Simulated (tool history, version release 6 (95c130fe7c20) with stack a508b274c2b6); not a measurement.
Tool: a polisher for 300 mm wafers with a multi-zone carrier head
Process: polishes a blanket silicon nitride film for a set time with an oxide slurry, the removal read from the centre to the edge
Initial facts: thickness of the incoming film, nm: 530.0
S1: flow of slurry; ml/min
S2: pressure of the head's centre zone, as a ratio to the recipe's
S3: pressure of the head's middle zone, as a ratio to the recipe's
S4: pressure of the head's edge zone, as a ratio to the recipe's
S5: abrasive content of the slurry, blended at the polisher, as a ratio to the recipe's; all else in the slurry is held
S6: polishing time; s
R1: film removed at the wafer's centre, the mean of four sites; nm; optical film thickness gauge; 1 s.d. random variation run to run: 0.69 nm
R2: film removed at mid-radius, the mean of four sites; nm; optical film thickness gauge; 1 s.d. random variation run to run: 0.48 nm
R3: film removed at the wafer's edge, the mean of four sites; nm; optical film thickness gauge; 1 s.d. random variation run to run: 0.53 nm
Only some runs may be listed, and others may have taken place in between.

run 1 hour=0 | S1=235 S2=1 S3=1 S4=1 S5=1 S6=54 | R1=41.318 R2=40.083 R3=41.747
run 2 hour=6.1 | S1=250 S2=1.05 S3=1.04 S4=0.99 S5=1.1 S6=54 | R1=47.268 R2=44.88 R3=43.64
run 3 hour=9.6 | S1=220 S2=1.05 S3=1.04 S4=0.99 S5=1.1 S6=54 | R1=47.319 R2=44 R3=43.17
run 4 hour=10.3 | S1=220 S2=1.05 S3=1.04 S4=0.99 S5=0.9 S6=54 | R1=41.397 R2=39.556 R3=38.813
run 5 hour=13.3 | S1=220 S2=1 S3=1.04 S4=0.99 S5=0.9 S6=54 | R1=39.734 R2=38.746 R3=39.201
run 6 hour=21.9 | S1=220 S2=1.04 S3=1.07 S4=1.01 S5=1 S6=54 | R1=43.415 R2=42.649 R3=41.084
run 7 hour=28.5 | S1=230 S2=1.07 S3=1.08 S4=1.02 S5=1.1 S6=54 | R1=48.076 R2=46.034 R3=44.835
run 8 hour=32.8 | S1=240 S2=1.1 S3=1.1 S4=1.01 S5=1.15 S6=54 | R1=50.147 R2=48.282 R3=45.67
run 9 hour=36.1 | S1=240 S2=1.12 S3=1.11 S4=0.99 S5=1.2 S6=54 | R1=52.914 R2=49.49 R3=45.917
run 10 hour=44 | S1=245 S2=1.14 S3=1.12 S4=0.98 S5=1.25 S6=54 | R1=54.595 R2=51.202 R3=47.169
run 11 hour=44.5 | S1=250 S2=1.15 S3=1.13 S4=0.96 S5=1.3 S6=54 | R1=56.588 R2=52.203 R3=47.608
run 12 hour=50.7 | S1=260 S2=1.16 S3=1.14 S4=0.95 S5=1.3 S6=54 | R1=57.5 R2=53.031 R3=46.914
run 13 hour=53.7 | S1=265 S2=1.17 S3=1.15 S4=0.96 S5=1.3 S6=54 | R1=57.141 R2=54.169 R3=47.061
run 14 hour=62.3 | S1=265 S2=1.17 S3=1.15 S4=0.96 S5=1.3 S6=54 | R1=58.32 R2=53.434 R3=47.502

Expected results for the next run?
run 15 hour=64 | S1=270 S2=1.17 S3=1.16 S4=0.96 S5=1.3 S6=54 | R1=? R2=? R3=?

Run 15 measured R1 58.229 nm, R2 54.902 nm, R3 46.986 nm.

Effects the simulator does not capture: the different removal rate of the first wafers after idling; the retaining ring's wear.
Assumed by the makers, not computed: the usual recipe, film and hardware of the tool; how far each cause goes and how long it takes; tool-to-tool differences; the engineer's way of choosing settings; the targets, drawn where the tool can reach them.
